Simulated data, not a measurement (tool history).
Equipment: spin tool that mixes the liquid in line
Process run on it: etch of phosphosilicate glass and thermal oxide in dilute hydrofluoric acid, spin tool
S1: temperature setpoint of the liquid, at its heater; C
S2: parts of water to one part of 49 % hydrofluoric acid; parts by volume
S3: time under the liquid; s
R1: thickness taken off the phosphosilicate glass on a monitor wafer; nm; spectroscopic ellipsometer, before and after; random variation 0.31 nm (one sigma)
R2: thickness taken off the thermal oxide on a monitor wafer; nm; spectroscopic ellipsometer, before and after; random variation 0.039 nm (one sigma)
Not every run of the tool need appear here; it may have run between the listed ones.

{"run": 1, "hour": 0.0, "S1": 22.0, "S2": 130, "S3": 115, "R1": 48.817, "R2": 3.8305}
{"run": 2, "hour": 1.6, "S1": 22.0, "S2": 170, "S3": 115, "R1": 35.909, "R2": 2.8099}
{"run": 3, "hour": 8.5, "S1": 22.0, "S2": 170, "S3": 70, "R1": 21.826, "R2": 1.7194}
{"run": 4, "hour": 14.3, "S1": 23.5, "S2": 155, "S3": 70, "R1": 25.823, "R2": 2.0126}
{"run": 5, "hour": 22.7, "S1": 21.5, "S2": 155, "S3": 70, "R1": 23.763, "R2": 1.8712}
{"run": 6, "hour": 27.5, "S1": 19.0, "S2": 155, "S3": 70, "R1": 21.527, "R2": 1.6934}
{"run": 7, "hour": 34.7, "S1": 21.0, "S2": 145, "S3": 70, "R1": 25.279, "R2": 1.9532}
{"run": 8, "hour": 39.4, "S1": 25.0, "S2": 95, "S3": 70, "R1": 47.598, "R2": 3.7867}
{"run": 9, "hour": 43.7, "S1": 26.0, "S2": 95, "S3": 70, "R1": 49.49, "R2": 3.8923}
{"run": 10, "hour": 46.3, "S1": 26.5, "S2": 95, "S3": 70, "R1": 50.398, "R2": 4.0003}
{"run": 11, "hour": 49.2, "S1": 27.0, "S2": 95, "S3": 70, "R1": 51.339, "R2": 4.0333}

The next listed run, before its measurement:
{"run": 12, "hour": 50.9, "S1": 27.5, "S2": 95, "S3": 70, "R1": "?", "R2": "?"}

For run 12 the tool returned R1 52.869 nm, R2 4.1348 nm.
